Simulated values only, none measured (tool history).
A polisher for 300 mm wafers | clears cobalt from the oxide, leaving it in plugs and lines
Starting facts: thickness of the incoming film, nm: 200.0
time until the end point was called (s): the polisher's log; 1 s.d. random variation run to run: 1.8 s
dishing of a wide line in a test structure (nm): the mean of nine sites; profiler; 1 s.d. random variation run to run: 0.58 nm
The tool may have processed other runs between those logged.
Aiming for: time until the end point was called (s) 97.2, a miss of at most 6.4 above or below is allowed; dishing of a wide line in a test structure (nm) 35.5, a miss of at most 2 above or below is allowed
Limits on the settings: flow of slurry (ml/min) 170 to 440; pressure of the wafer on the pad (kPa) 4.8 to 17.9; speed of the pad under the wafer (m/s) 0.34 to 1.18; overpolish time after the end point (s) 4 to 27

run	hour	flow of slurry (ml/min)	pressure of the wafer on the pad (kPa)	speed of the pad under the wafer (m/s)	overpolish time after the end point (s)	time until the end point was called (s)	dishing of a wide line in a test structure (nm)
1	0	280	11	0.76	14	59.826	33.017
2	8.5	280	9.7	0.76	16	65.426	33.816
3	17.1	280	8.3	0.74	18	77.376	32.621
4	24.2	280	8.3	0.74	16	75.008	31.186
5	27.6	340	8.3	0.74	16	74.724	31.156
6	35.9	340	8.3	0.56	16	96.475	25.077
7	40.7	340	7.6	0.58	22	105.15	30.774
8	47.6	340	7.6	0.58	22	104.42	31.358

5 next moves are on the table. One of them brings every result within its allowed miss. Which?
A	54.5	375	8.3	0.7	26	?	?
B	54.5	410	6.9	0.58	23	?	?
C	54.5	440	7.6	0.62	21	?	?
D	54.5	365	8.3	0.52	18	?	?
E	54.5	375	6.9	0.64	25	?	?

move	time until the end point was called (s)	dishing of a wide line in a test structure (nm)
A	78.27	41.206
B	107.73	30.57
C	93.382	31.709
D	104.38	25.939
E	98.546	34.585
A: takes the result that was furthest off past its target
B: the biggest miss grows against the last run
C: an improvement on the last run, though not all results are within tolerance
D: the biggest miss grows against the last run
E: all results land within tolerance of their targets
Move E is the one to make.
